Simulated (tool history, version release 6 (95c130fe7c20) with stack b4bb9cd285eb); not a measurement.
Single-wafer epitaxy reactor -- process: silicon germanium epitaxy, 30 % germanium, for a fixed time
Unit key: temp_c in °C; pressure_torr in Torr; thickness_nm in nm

{"run": 1, "hour": 0.0, "temp_c": 585, "pressure_torr": 24.9, "thickness_nm": 49.252}
{"run": 2, "hour": 7.0, "temp_c": 590, "pressure_torr": 24.9, "thickness_nm": 53.591}
{"run": 3, "hour": 13.4, "temp_c": 590, "pressure_torr": 26.9, "thickness_nm": 55.526}
{"run": 4, "hour": 21.4, "temp_c": 590, "pressure_torr": 28.8, "thickness_nm": 57.299}
{"run": 5, "hour": 24.9, "temp_c": 590, "pressure_torr": 32.0, "thickness_nm": 58.918}
{"run": 6, "hour": 30.2, "temp_c": 586, "pressure_torr": 31.8, "thickness_nm": 55.174}
{"run": 7, "hour": 36.5, "temp_c": 582, "pressure_torr": 31.7, "thickness_nm": 51.591}
{"run": 8, "hour": 40.8, "temp_c": 579, "pressure_torr": 31.6, "thickness_nm": 49.024}
{"run": 9, "hour": 43.1, "temp_c": 579, "pressure_torr": 31.6, "thickness_nm": 49.048}

Run 10, settings as shown, results not yet in. Your forecast:
{"run": 10, "hour": 48.4, "temp_c": 577, "pressure_torr": 31.5, "thickness_nm": "?"}

Run 10 gave thickness_nm 47.397 nm.

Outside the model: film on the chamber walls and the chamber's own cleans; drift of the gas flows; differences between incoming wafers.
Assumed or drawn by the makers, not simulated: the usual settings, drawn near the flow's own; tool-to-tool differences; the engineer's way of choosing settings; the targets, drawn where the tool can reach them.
